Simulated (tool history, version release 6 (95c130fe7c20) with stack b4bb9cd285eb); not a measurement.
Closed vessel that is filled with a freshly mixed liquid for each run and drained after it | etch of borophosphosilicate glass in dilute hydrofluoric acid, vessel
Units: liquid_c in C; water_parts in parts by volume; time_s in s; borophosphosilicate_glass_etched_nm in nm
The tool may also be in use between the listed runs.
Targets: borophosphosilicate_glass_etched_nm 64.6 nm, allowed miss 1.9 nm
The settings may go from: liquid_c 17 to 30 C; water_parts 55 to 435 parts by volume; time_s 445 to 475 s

run  hour  liquid_c  water_parts  time_s  borophosphosilicate_glass_etched_nm
  1     0        22          245     445                               40.522
  2   2.1        22          200     445                               51.452
  3   9.7        23          200     445                               53.247
  4  17.9      23.5          200     445                               54.144
  5  19.7        21          200     445                               48.984
  6  26.7        21          145     445                                71.68
  7  31.3      20.5          145     445                                71.19
  8  38.6        20          145     445                               70.255
     41.9  -- hydrofluoric acid flow meter replaced
  9  41.9      17.5          145     445                               73.818
 10  45.5      17.5          150     445                               70.669

Which of these 4 next moves meets every target?
  A  49.1        17          150     475                                    ?
  B  49.1        17          140     475                                    ?
  C  49.1        23          175     450                                    ?
  D  49.1        18          170     470                                    ?

move  borophosphosilicate_glass_etched_nm
   A                               73.877
   B                                79.93
   C                               74.106
   D                                65.88
A: further off than the last run
B: further off than the last run
C: further off than the last run
D: meets every target
Answer: D
